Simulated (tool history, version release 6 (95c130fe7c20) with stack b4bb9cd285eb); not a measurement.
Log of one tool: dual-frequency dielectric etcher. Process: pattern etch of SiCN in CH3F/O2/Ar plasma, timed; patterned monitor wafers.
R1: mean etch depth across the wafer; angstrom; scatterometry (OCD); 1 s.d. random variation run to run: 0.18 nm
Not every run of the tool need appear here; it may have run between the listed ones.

{"run": 1, "hour": 0.0, "source power (kW)": 0.36, "bias power (kW)": 0.1, "etch time (s)": 78.5, "R1": 325.72}
{"run": 2, "hour": 8.0, "source power (kW)": 0.36, "bias power (kW)": 0.1, "etch time (s)": 82, "R1": 344.6}
{"run": 3, "hour": 10.5, "source power (kW)": 0.36, "bias power (kW)": 0.1, "etch time (s)": 82, "R1": 344.87}
{"run": 4, "hour": 17.8, "source power (kW)": 0.36, "bias power (kW)": 0.112, "etch time (s)": 82, "R1": 360.53}
{"run": 5, "hour": 18.3, "source power (kW)": 0.34, "bias power (kW)": 0.109, "etch time (s)": 82, "R1": 344.16}
{"run": 6, "hour": 24.7, "source power (kW)": 0.33, "bias power (kW)": 0.108, "etch time (s)": 82, "R1": 340.89}

Forecast run 7:
{"run": 7, "hour": 29.0, "source power (kW)": 0.32, "bias power (kW)": 0.107, "etch time (s)": 82, "R1": "?"}

{"run 7": {"R1": 339.6}}

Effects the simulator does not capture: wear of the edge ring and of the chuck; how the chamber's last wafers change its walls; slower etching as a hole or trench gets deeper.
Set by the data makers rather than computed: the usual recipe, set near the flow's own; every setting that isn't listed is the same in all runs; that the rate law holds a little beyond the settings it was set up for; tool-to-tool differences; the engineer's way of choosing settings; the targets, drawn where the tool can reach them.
